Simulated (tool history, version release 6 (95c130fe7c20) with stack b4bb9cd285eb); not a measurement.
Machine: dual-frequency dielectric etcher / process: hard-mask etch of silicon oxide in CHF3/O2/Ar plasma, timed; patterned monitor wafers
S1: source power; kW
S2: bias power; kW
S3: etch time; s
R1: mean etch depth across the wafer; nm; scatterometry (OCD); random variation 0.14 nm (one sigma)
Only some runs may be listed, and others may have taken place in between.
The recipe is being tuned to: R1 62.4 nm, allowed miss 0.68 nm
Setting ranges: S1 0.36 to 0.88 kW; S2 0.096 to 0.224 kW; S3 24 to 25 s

{"run": 1, "hour": 0.0, "S1": 0.62, "S2": 0.16, "S3": 24, "R1": 50.281}
{"run": 2, "hour": 3.7, "S1": 0.62, "S2": 0.141, "S3": 24, "R1": 48.066}
{"run": 3, "hour": 10.1, "S1": 0.58, "S2": 0.141, "S3": 24, "R1": 46.604}
{"run": 4, "hour": 18.7, "S1": 0.58, "S2": 0.152, "S3": 24, "R1": 47.915}
{"run": 5, "hour": 23.0, "S1": 0.58, "S2": 0.124, "S3": 24, "R1": 44.453}
{"run": 6, "hour": 25.1, "S1": 0.66, "S2": 0.138, "S3": 24, "R1": 48.724}
{"run": 7, "hour": 33.0, "S1": 0.72, "S2": 0.15, "S3": 24, "R1": 51.747}
{"run": 8, "hour": 37.6, "S1": 0.85, "S2": 0.182, "S3": 24, "R1": 59.648}
{"run": 9, "hour": 40.9, "S1": 0.86, "S2": 0.186, "S3": 24, "R1": 60.205}

Exercise: of the 5 proposed moves below, exactly one satisfies all targets within the stated allowed misses. Which move is it?
{"run": "A", "hour": 44.2, "S1": 0.81, "S2": 0.178, "S3": 24, "R1": "?"}
{"run": "B", "hour": 44.2, "S1": 0.88, "S2": 0.167, "S3": 24, "R1": "?"}
{"run": "C", "hour": 44.2, "S1": 0.87, "S2": 0.153, "S3": 24, "R1": "?"}
{"run": "D", "hour": 44.2, "S1": 0.87, "S2": 0.197, "S3": 25, "R1": "?"}
{"run": "E", "hour": 44.2, "S1": 0.84, "S2": 0.199, "S3": 24.5, "R1": "?"}

move=A R1=58.273
move=B R1=58.806
move=C R1=56.705
move=D R1=64.818
move=E R1=62.897
A: moves away from the targets compared with the last run
B: moves away from the targets compared with the last run
C: moves away from the targets compared with the last run
D: the result that was furthest off in the last run now lies on the other side of its target
E: hits every target within its allowed miss
The right move is E.

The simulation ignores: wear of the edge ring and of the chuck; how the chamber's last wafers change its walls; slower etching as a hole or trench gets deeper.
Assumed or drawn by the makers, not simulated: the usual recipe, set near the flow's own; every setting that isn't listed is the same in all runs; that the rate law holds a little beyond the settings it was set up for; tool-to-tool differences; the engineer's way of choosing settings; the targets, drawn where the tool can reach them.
